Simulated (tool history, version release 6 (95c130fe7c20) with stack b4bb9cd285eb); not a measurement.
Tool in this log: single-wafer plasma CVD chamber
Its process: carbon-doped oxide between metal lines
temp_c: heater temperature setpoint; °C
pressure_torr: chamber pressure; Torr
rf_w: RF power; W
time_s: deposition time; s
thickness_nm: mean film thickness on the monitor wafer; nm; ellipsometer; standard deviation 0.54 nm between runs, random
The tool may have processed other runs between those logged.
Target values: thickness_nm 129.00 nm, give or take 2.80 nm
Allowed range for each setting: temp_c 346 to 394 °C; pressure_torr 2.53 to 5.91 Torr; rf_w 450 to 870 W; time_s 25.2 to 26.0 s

Run 1, hour 0.0: temp_c 370 °C, pressure_torr 4.22 Torr, rf_w 660 W, time_s 25.2 s. Result: thickness_nm 148.97 nm.
Run 2, hour 6.6: temp_c 370 °C, pressure_torr 4.22 Torr, rf_w 705 W, time_s 25.2 s. Result: thickness_nm 155.59 nm.
Run 3, hour 10.7: temp_c 370 °C, pressure_torr 4.22 Torr, rf_w 785 W, time_s 25.2 s. Result: thickness_nm 167.96 nm.
Run 4, hour 14.6: temp_c 370 °C, pressure_torr 4.22 Torr, rf_w 785 W, time_s 25.2 s. Result: thickness_nm 167.42 nm.
Run 5, hour 16.8: temp_c 370 °C, pressure_torr 4.22 Torr, rf_w 745 W, time_s 25.2 s. Result: thickness_nm 163.38 nm.
Run 6, hour 22.8: temp_c 372 °C, pressure_torr 3.95 Torr, rf_w 690 W, time_s 25.2 s. Result: thickness_nm 151.46 nm.
Run 7, hour 28.5: temp_c 374 °C, pressure_torr 3.71 Torr, rf_w 655 W, time_s 25.2 s. Result: thickness_nm 145.65 nm.
Run 8, hour 30.4: temp_c 380 °C, pressure_torr 3.13 Torr, rf_w 550 W, time_s 25.2 s. Result: thickness_nm 125.25 nm.

Which one of the following 4 next-run settings gets every result inside its allowed miss? There is exactly one.
Run A, hour 32.3: temp_c 377 °C, pressure_torr 3.12 Torr, rf_w 570 W, time_s 26.0 s. Result: thickness_nm ?.
Run B, hour 32.3: temp_c 378 °C, pressure_torr 3.23 Torr, rf_w 520 W, time_s 25.2 s. Result: thickness_nm ?.
Run C, hour 32.3: temp_c 363 °C, pressure_torr 3.32 Torr, rf_w 510 W, time_s 25.2 s. Result: thickness_nm ?.
Run D, hour 32.3: temp_c 383 °C, pressure_torr 2.94 Torr, rf_w 550 W, time_s 26.0 s. Result: thickness_nm ?.

move  thickness_nm
   A        133.23
   B        120.94
   C        123.16
   D        128.02
A: pushes the last run's worst result past its target
B: misses by more than the last run did
C: misses by more than the last run did
D: meets every target
Move D is the one to make.
